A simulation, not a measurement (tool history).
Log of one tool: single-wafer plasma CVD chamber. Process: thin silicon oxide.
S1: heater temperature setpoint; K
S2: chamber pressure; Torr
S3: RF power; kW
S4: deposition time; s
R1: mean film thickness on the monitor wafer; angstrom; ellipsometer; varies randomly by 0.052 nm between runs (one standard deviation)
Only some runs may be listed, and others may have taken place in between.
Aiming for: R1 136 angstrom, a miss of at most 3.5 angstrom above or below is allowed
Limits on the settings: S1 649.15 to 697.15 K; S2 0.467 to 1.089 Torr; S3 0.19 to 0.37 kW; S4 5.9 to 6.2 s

Run 1, hour 0: S1 673.15 K, S2 0.778 Torr, S3 0.28 kW, S4 6.2 s. Result: R1 111.05 angstrom.
Run 2, hour 5.1: S1 678.15 K, S2 0.778 Torr, S3 0.28 kW, S4 6.2 s. Result: R1 110.99 angstrom.
Run 3, hour 12.6: S1 678.15 K, S2 0.821 Torr, S3 0.28 kW, S4 6.2 s. Result: R1 115.16 angstrom.
Run 4, hour 16.9: S1 678.15 K, S2 0.862 Torr, S3 0.28 kW, S4 6.2 s. Result: R1 119.91 angstrom.
Run 5, hour 21.6: S1 678.15 K, S2 0.894 Torr, S3 0.28 kW, S4 6.2 s. Result: R1 121.98 angstrom.
Run 6, hour 25.9: S1 678.15 K, S2 0.894 Torr, S3 0.24 kW, S4 6.2 s. Result: R1 118.6 angstrom.
Run 7, hour 27.1: S1 678.15 K, S2 1.023 Torr, S3 0.245 kW, S4 6.2 s. Result: R1 129.57 angstrom.
Run 8, hour 29.9: S1 678.15 K, S2 1.039 Torr, S3 0.245 kW, S4 6.2 s. Result: R1 131.25 angstrom.
Run 9, hour 38: S1 678.15 K, S2 1.051 Torr, S3 0.245 kW, S4 6.2 s. Result: R1 132.39 angstrom.

Exercise: of the 5 proposed moves below, exactly one satisfies all targets within the stated allowed misses. Which move is it?
Run A, hour 46.1: S1 682.15 K, S2 1.063 Torr, S3 0.26 kW, S4 6.2 s. Result: R1 ?.
Run B, hour 46.1: S1 674.15 K, S2 1.011 Torr, S3 0.215 kW, S4 6.2 s. Result: R1 ?.
Run C, hour 46.1: S1 672.15 K, S2 1.021 Torr, S3 0.225 kW, S4 6.2 s. Result: R1 ?.
Run D, hour 46.1: S1 683.15 K, S2 0.995 Torr, S3 0.235 kW, S4 6.2 s. Result: R1 ?.
Run E, hour 46.1: S1 677.15 K, S2 1.061 Torr, S3 0.21 kW, S4 6.2 s. Result: R1 ?.

move      R1
   A  134.05
   B  124.68
   C  127.16
   D  125.29
   E  127.39
A: each result inside its tolerance
B: further off than the last run
C: further off than the last run
D: further off than the last run
E: further off than the last run
A is the move that brings every result within its allowed miss.
